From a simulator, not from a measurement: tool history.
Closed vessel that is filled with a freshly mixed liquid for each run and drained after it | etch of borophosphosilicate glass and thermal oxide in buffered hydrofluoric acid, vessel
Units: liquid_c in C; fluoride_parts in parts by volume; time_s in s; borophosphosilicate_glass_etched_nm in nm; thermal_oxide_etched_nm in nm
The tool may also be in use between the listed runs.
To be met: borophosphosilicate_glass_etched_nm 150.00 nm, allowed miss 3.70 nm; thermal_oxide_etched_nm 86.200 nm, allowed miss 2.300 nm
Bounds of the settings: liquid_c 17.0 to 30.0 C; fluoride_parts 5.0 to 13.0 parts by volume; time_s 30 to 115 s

run	hour	liquid_c	fluoride_parts	time_s	borophosphosilicate_glass_etched_nm	thermal_oxide_etched_nm
1	0.0	22.0	8.0	60	124.36	70.101
2	7.7	19.0	8.0	60	103.49	60.378
3	9.2	20.0	8.0	60	109.91	63.401
4	9.9	20.0	8.0	75	137.80	80.835
5	16.5	20.5	8.0	75	143.89	82.157
6	22.8	20.5	8.0	60	115.23	65.520
7	26.5	20.5	8.0	60	113.93	66.235
8	32.1	21.5	8.0	60	118.73	69.402
9	37.6	22.5	8.0	60	126.17	72.869
10	42.0	23.0	8.0	60	130.39	74.478
11	43.2	23.5	8.0	60	133.72	77.529
12	50.7	24.0	8.0	60	137.00	78.908
13	56.2	24.5	8.0	60	141.13	82.028
14	57.4	25.0	8.0	60	142.58	83.656

Which of these 4 next moves meets every target?
A	58.6	23.0	7.5	60	?	?
B	58.6	30.0	11.5	60	?	?
C	58.6	30.0	12.0	65	?	?
D	58.6	22.0	6.0	55	?	?

move	borophosphosilicate_glass_etched_nm	thermal_oxide_etched_nm
A	138.91	80.367
B	134.51	78.437
C	139.77	81.519
D	149.11	85.859
A: further off than the last run
B: further off than the last run
C: further off than the last run
D: meets every target
Answer: D
